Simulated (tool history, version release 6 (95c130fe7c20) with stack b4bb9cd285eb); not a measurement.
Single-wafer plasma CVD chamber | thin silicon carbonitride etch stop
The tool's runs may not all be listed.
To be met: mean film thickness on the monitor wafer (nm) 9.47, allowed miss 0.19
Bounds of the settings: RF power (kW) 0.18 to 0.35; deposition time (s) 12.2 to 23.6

run  hour  RF power (kW)  deposition time (s)  mean film thickness on the monitor wafer (nm)
  1     0          0.265                 17.9                                         11.601
  2   1.1           0.26                 17.6                                         11.479
  3     5           0.23                 17.6                                         11.065
  4   9.3          0.225                 17.3                                         10.776
     11.1  -- thermocouple changed; heater temperature recalibrated
  5  11.1           0.22                 17.1                                         10.562
  6  12.2           0.22                 14.5                                          8.907
  7  15.9          0.225                 14.5                                         9.0583
  8  21.7           0.23                 14.5                                         8.9619
  9  30.4          0.235                 14.6                                         9.1107
 10  31.1           0.26                 14.9                                         9.6991

4 next moves are on the table. One of them brings every result within its allowed miss. Which?
  A  31.8           0.29                 14.9                                              ?
  B  31.8          0.295                 14.9                                              ?
  C  31.8           0.29                 13.4                                              ?
  D  31.8          0.245                 14.8                                              ?

move  mean film thickness on the monitor wafer (nm)
   A                                         9.9741
   B                                         10.023
   C                                           8.97
   D                                         9.4462
A: further off than the last run
B: further off than the last run
C: takes the result that was furthest off past its target
D: meets every target
Answer: D
